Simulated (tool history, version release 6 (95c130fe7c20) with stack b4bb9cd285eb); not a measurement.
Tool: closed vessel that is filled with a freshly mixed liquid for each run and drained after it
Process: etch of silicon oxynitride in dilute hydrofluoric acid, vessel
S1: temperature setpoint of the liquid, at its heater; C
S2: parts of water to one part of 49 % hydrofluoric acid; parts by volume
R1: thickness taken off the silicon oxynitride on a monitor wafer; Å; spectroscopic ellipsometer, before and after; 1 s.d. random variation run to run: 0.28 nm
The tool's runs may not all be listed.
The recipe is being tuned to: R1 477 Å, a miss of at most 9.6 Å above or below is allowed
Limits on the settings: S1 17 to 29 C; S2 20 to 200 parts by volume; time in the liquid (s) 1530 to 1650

run 1 day=0 | S1=21 S2=110 time_in_the_liquid_(s)=1530 | R1=363.58
run 2 day=0.229 | S1=22.5 S2=110 time_in_the_liquid_(s)=1530 | R1=391.22
run 3 day=0.379 | S1=23.5 S2=110 time_in_the_liquid_(s)=1530 | R1=412.41
run 4 day=0.5 | S1=24.5 S2=110 time_in_the_liquid_(s)=1530 | R1=431.97
run 5 day=0.583 | S1=25 S2=110 time_in_the_liquid_(s)=1530 | R1=443.76
run 6 day=0.671 | S1=25 S2=110 time_in_the_liquid_(s)=1530 | R1=443.76
run 7 day=0.854 | S1=25.5 S2=110 time_in_the_liquid_(s)=1530 | R1=451.56
run 8 day=1.212 | S1=25.5 S2=110 time_in_the_liquid_(s)=1530 | R1=452.26
run 9 day=1.508 | S1=26 S2=110 time_in_the_liquid_(s)=1530 | R1=463.77

Pick the move, out of 4, that brings all results within their allowed miss; only one does.
run A day=1.804 | S1=27.5 S2=120 time_in_the_liquid_(s)=1530 | R1=?
run B day=1.804 | S1=23.5 S2=105 time_in_the_liquid_(s)=1565 | R1=?
run C day=1.804 | S1=22.5 S2=95 time_in_the_liquid_(s)=1530 | R1=?
run D day=1.804 | S1=23 S2=100 time_in_the_liquid_(s)=1620 | R1=?

move=A R1=449.43
move=B R1=443.63
move=C R1=461.31
move=D R1=473.07
A: its largest miss is bigger than the last run's
B: its largest miss is bigger than the last run's
C: its largest miss is bigger than the last run's
D: every result within its allowed miss
D is the move that brings every result within its allowed miss.
